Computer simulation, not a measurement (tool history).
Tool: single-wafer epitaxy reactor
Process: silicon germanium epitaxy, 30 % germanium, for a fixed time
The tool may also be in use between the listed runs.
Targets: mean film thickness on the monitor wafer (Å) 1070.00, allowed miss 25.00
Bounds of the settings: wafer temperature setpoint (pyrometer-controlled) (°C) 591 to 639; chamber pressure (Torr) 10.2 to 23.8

run,hour,wafer temperature setpoint (pyrometer-controlled) (°C),chamber pressure (Torr),mean film thickness on the monitor wafer (Å)
1,0.0,615,17.0,757.76
2,8.2,615,14.5,688.84
3,10.5,624,14.5,791.67
4,16.9,628,15.1,860.02
5,23.6,621,15.1,772.95
6,29.2,629,15.1,876.59
7,30.0,632,15.5,929.91
8,35.3,634,15.8,965.83
9,43.5,635,16.0,991.45
10,45.7,636,16.1,1008.00

4 next moves are on the table. One of them brings every result within its allowed miss. Which?
A,47.9,639,17.9,?
B,47.9,639,16.2,?
C,47.9,635,19.5,?
D,47.9,633,21.2,?

move,mean film thickness on the monitor wafer (Å)
A,1125.60
B,1060.20
C,1114.00
D,1132.40
A: takes the result that was furthest off past its target
B: meets every target
C: takes the result that was furthest off past its target
D: takes the result that was furthest off past its target
Answer: B

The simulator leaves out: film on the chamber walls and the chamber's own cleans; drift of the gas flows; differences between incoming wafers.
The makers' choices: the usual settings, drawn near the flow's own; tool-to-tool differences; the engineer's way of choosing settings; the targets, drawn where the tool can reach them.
